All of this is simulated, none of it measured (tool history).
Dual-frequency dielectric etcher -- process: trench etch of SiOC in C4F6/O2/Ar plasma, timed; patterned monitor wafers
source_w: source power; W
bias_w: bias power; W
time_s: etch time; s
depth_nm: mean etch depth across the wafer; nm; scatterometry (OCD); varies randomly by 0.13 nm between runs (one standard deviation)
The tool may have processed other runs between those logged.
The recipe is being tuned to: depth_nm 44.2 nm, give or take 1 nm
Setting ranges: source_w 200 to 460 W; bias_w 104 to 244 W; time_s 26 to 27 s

run	hour	source_w	bias_w	time_s	depth_nm
1	0	330	174	26	48.681
2	1	330	202	26	51.636
3	4.1	330	202	27	53.445
4	6	300	191	27	50.149
5	12.9	340	191	27	53.354
6	21.6	340	191	26	51.211
7	24.5	310	188	26	49.037
8	26.7	290	184	26	46.619

Next run, 4 choices. One meets every target within its allowed miss, the rest don't. Which?
A	28.9	310	158	26	?
B	28.9	300	160	27	?
C	28.9	280	187	26	?
D	28.9	260	182	26	?

move	depth_nm
A	45.707
B	46.898
C	46.059
D	43.928
A: better than the last run, though not everything is in spec
B: lands further from the targets than the last run did
C: better than the last run, though not everything is in spec
D: meets every target
D is the move that brings every result within its allowed miss.
